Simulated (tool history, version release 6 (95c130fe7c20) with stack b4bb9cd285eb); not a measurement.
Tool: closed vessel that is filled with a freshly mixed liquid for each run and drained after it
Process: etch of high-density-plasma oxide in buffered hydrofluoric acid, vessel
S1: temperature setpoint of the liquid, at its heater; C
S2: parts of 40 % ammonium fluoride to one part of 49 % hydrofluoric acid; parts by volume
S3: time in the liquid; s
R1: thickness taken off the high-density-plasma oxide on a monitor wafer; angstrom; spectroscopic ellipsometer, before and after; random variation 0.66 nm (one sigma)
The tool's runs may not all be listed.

run,hour,S1,S2,S3,R1
1,0.0,24.0,9.0,100,1663.90
2,8.5,22.0,10.0,100,1393.70
3,13.0,22.0,10.0,100,1394.50
4,18.7,22.0,10.0,110,1537.00
5,21.3,21.0,11.0,110,1314.00
6,21.9,20.0,11.5,110,1206.40
7,28.4,19.5,12.0,110,1119.20
8,32.0,19.0,12.5,110,1039.70
# hour 38.6: thermometer replaced
9,38.6,18.5,13.0,110,869.21

Run 10 comes next. What will it give?
10,46.2,18.0,13.0,110,?

R1: 835.44 angstrom

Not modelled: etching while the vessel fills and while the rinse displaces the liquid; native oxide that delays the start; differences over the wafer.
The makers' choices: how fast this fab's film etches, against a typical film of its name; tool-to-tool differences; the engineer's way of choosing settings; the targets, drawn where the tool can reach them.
